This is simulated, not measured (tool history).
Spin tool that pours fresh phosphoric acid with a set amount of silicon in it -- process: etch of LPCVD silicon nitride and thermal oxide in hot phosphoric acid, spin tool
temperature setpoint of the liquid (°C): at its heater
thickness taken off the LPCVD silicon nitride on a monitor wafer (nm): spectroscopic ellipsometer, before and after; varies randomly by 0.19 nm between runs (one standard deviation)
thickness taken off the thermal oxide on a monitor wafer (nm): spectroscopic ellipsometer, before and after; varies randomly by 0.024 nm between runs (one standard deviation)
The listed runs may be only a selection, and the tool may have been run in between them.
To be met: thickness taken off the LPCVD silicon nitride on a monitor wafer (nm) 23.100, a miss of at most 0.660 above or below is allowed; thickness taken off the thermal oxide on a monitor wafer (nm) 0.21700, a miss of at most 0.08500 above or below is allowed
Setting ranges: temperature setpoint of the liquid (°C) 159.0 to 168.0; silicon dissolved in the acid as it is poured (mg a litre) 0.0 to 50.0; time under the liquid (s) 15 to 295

run,hour,temperature setpoint of the liquid (°C),silicon dissolved in the acid as it is poured (mg a litre),time under the liquid (s),thickness taken off the LPCVD silicon nitride on a monitor wafer (nm),thickness taken off the thermal oxide on a monitor wafer (nm)
1,0.0,164.0,25.5,150,16.865,0.28880
2,5.2,164.0,31.0,150,17.188,0.26735
3,8.0,164.5,36.5,160,18.375,0.20502
4,14.9,165.0,37.0,165,19.249,0.21555
5,16.3,164.0,37.0,165,18.694,0.19629
6,25.4,164.5,38.5,170,19.587,0.23629
7,31.3,165.0,41.0,175,20.300,0.16222
8,34.0,165.5,39.0,180,21.265,0.24563
9,35.0,165.5,40.5,185,21.473,0.17696

Next run, 4 choices. One meets every target within its allowed miss, the rest don't. Which?
A,36.0,166.0,44.5,205,?,?
B,36.0,164.5,42.5,200,?,?
C,36.0,168.0,49.0,195,?,?
D,36.0,165.0,42.5,210,?,?

move,thickness taken off the LPCVD silicon nitride on a monitor wafer (nm),thickness taken off the thermal oxide on a monitor wafer (nm)
A,24.549,0.19897
B,22.801,0.20733
C,24.921,0.21743
D,24.338,0.22573
A: carries the result that was furthest off beyond its target, to the other side
B: each result inside its tolerance
C: carries the result that was furthest off beyond its target, to the other side
D: carries the result that was furthest off beyond its target, to the other side
So the answer is move B, the one that meets all the targets.
